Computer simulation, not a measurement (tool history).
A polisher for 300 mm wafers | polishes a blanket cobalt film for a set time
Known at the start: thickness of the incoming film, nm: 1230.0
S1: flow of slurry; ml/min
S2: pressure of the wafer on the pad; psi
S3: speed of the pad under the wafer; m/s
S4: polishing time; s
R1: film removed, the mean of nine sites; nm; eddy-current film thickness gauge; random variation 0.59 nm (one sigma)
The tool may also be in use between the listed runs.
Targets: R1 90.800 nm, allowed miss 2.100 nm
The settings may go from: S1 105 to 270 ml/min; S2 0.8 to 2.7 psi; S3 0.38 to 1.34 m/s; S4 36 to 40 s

{"run": 1, "hour": 0.0, "S1": 175, "S2": 1.7, "S3": 0.86, "S4": 40, "R1": 141.52}
{"run": 2, "hour": 4.7, "S1": 175, "S2": 1.7, "S3": 0.86, "S4": 40, "R1": 140.17}
{"run": 3, "hour": 8.3, "S1": 215, "S2": 1.7, "S3": 0.86, "S4": 40, "R1": 141.62}
{"run": 4, "hour": 17.1, "S1": 215, "S2": 1.7, "S3": 1.02, "S4": 40, "R1": 169.07}
{"run": 5, "hour": 21.6, "S1": 235, "S2": 1.7, "S3": 1.02, "S4": 40, "R1": 171.04}
{"run": 6, "hour": 27.5, "S1": 235, "S2": 1.5, "S3": 1.0, "S4": 40, "R1": 148.27}
{"run": 7, "hour": 28.3, "S1": 235, "S2": 1.3, "S3": 0.98, "S4": 40, "R1": 127.95}
{"run": 8, "hour": 37.1, "S1": 235, "S2": 1.2, "S3": 0.98, "S4": 40, "R1": 118.23}
{"run": 9, "hour": 40.3, "S1": 235, "S2": 1.1, "S3": 0.98, "S4": 40, "R1": 109.33}
{"run": 10, "hour": 46.4, "S1": 230, "S2": 1.0, "S3": 0.98, "S4": 40, "R1": 100.07}
{"run": 11, "hour": 49.7, "S1": 180, "S2": 0.9, "S3": 0.98, "S4": 40, "R1": 88.438}

4 next moves are on the table. One of them brings every result within its allowed miss. Which?
{"run": "A", "hour": 53.0, "S1": 170, "S2": 0.9, "S3": 1.08, "S4": 36, "R1": "?"}
{"run": "B", "hour": 53.0, "S1": 160, "S2": 0.8, "S3": 1.16, "S4": 37, "R1": "?"}
{"run": "C", "hour": 53.0, "S1": 190, "S2": 0.9, "S3": 1.12, "S4": 36, "R1": "?"}
{"run": "D", "hour": 53.0, "S1": 205, "S2": 0.9, "S3": 0.98, "S4": 38, "R1": "?"}

move=A R1=87.306
move=B R1=85.947
move=C R1=91.571
move=D R1=85.535
A: further off than the last run
B: further off than the last run
C: meets every target
D: further off than the last run
Answer: C
